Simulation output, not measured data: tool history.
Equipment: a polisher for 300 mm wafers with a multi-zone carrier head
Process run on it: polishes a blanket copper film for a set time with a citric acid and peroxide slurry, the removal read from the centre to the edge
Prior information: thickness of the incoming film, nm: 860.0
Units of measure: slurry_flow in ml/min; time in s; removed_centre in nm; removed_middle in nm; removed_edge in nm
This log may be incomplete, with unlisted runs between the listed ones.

run	hour	slurry_flow	centre_zone	middle_zone	edge_zone	slurry_solids	time	removed_centre	removed_middle	removed_edge
1	0	175	1	1	1	1	58	259.28	265.27	261.85
2	7	180	1.02	1	1.02	1.1	60	279.45	284.27	277.41
3	10.1	180	1.02	1	1.07	1.1	60	281.68	283.76	286.45
4	16	180	1.02	0.96	1.07	1.1	60	283.27	273.55	287.87
5	24.6	215	1.02	0.96	1.07	1.1	60	297.61	274.57	296.35
6	30.5	215	1.02	0.96	1.07	1.1	52	253.66	239.2	256.92
7	32.2	220	1.03	0.97	1.08	1.15	55	278.38	259.3	270.85
8	39	220	1.03	0.97	1.09	1.2	58	301.74	279.12	295.77
9	47.3	225	1.03	0.98	1.1	1.25	60	314.04	292.61	307.89

Estimate the outcome of run 10 from the log above:
10	50	230	1.07	1.02	1.12	1.5	76	?	?	?

Run 10 measured removed_centre 433.48 nm, removed_middle 394.39 nm, removed_edge 414.01 nm.
